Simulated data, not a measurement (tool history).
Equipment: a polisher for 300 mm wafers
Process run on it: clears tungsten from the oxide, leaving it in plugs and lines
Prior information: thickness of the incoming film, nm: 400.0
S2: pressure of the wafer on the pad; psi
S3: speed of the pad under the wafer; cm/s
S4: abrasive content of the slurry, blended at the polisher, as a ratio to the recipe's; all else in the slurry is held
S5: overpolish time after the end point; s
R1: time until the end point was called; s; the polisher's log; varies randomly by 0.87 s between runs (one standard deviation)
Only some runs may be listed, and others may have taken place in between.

run 1 hour=0 | flow_of_slurry_(ml/min)=150 S2=4.7 S3=114 S4=1 S5=10 | R1=48.29
run 2 hour=1 | flow_of_slurry_(ml/min)=150 S2=4.7 S3=114 S4=1.2 S5=10 | R1=46.787
run 3 hour=7 | flow_of_slurry_(ml/min)=150 S2=5.4 S3=114 S4=1.2 S5=10 | R1=41.241
run 4 hour=8.7 | flow_of_slurry_(ml/min)=150 S2=4.4 S3=114 S4=1.2 S5=10 | R1=50.578
run 5 hour=10.3 | flow_of_slurry_(ml/min)=150 S2=4.4 S3=98 S4=1.2 S5=10 | R1=55.772
run 6 hour=11.5 | flow_of_slurry_(ml/min)=150 S2=4.4 S3=98 S4=1.4 S5=10 | R1=54.83

Predict the results of run 7:
run 7 hour=20.5 | flow_of_slurry_(ml/min)=150 S2=4 S3=98 S4=1.4 S5=10 | R1=?

{"run 7": {"R1": 59.929}}

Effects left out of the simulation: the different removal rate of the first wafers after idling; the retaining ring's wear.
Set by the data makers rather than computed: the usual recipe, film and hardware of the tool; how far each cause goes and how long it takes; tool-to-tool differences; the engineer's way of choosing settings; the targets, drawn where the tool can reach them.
